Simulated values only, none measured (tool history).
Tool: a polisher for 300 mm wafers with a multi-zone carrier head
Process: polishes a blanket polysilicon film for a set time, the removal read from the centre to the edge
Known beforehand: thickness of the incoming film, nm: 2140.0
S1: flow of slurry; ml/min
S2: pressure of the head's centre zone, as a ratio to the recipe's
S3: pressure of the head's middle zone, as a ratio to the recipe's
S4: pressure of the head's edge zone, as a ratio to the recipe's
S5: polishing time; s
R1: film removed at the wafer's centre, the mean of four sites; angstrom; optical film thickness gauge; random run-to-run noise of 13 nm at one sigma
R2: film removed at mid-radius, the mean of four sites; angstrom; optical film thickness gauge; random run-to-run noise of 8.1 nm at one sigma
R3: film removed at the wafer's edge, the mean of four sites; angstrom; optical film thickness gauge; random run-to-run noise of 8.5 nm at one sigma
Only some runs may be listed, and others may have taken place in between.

run	hour	S1	S2	S3	S4	S5	R1	R2	R3
1	0.0	160	1.00	1.00	1.00	59	5503.5	5453.1	5414.4
2	2.2	160	1.00	1.00	1.00	45	4189.9	4069.7	4211.9
3	7.4	160	1.06	1.00	1.00	45	4336.1	4096.4	4176.7
4	8.6	165	1.07	0.97	1.03	52	5069.5	4607.9	4925.4
5	17.6	165	1.11	0.97	1.03	52	5294.2	4588.3	4929.6
# hour 22.4: slurry nozzle cleaned
6	22.4	175	1.12	0.96	1.06	56	6057.2	5199.5	5426.2
7	23.3	175	1.11	0.94	1.08	60	6542.6	5355.9	6074.5

Run 8 comes next. What will it give?
8	25.8	175	1.11	0.94	1.08	60	?	?	?

R1: 6328.9 angstrom
R2: 5479.7 angstrom
R3: 6031.3 angstrom
